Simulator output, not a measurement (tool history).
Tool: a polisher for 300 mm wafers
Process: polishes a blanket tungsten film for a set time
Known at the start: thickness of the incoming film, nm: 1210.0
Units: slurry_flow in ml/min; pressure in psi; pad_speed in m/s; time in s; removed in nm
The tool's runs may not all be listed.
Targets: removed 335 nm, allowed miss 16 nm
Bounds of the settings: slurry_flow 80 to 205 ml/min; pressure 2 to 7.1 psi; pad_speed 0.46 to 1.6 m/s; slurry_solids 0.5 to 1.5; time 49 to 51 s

run	hour	slurry_flow	pressure	pad_speed	slurry_solids	time	removed
1	0	135	4.5	1.02	1	49	182.67
2	2.3	135	5.3	1.04	1	49	213.02
3	9.7	135	5.3	1.04	1	51	215.75
4	16.2	135	5.3	1.18	1	51	250.35
5	18	135	4.5	1.18	1	51	222.48
6	23.2	115	4.5	1.18	1	51	206.43
7	27.9	130	5	1.2	1	51	239.08
8	33.8	135	6.3	1.22	1	51	295.85

Which of these 4 next moves meets every target?
A	39.7	145	6.8	1.4	1.15	51	?
B	39.7	145	5.9	1.56	0.95	51	?
C	39.7	150	6.2	1.22	0.8	49	?
D	39.7	105	6.5	1.38	1.05	51	?

move	removed
A	376.6
B	354.96
C	271.56
D	324.58
A: takes the result that was furthest off past its target
B: takes the result that was furthest off past its target
C: further off than the last run
D: meets every target
Move D is the one to make.

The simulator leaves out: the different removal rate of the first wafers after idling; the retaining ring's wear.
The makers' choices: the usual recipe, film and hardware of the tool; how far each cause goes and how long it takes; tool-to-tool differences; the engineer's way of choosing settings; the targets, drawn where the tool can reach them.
